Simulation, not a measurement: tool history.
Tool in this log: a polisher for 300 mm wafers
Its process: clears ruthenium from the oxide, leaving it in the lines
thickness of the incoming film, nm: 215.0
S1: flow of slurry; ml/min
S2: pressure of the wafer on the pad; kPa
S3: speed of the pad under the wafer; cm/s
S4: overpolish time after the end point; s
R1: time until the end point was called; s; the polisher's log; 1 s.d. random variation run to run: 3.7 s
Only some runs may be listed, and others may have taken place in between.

run	hour	S1	S2	S3	S4	R1
1	0.0	235	15.2	112	37	208.43
2	2.6	210	15.2	112	37	217.84
3	11.4	210	15.2	112	37	215.02
4	13.4	210	17.2	112	37	198.33
5	19.6	155	17.2	112	37	209.79
6	25.3	155	15.2	110	37	234.55
7	30.3	155	13.8	110	37	245.75

Estimate the outcome of run 8 from the log above:
8	34.4	155	12.4	110	37	?

{"run 8": {"R1": 270.74}}
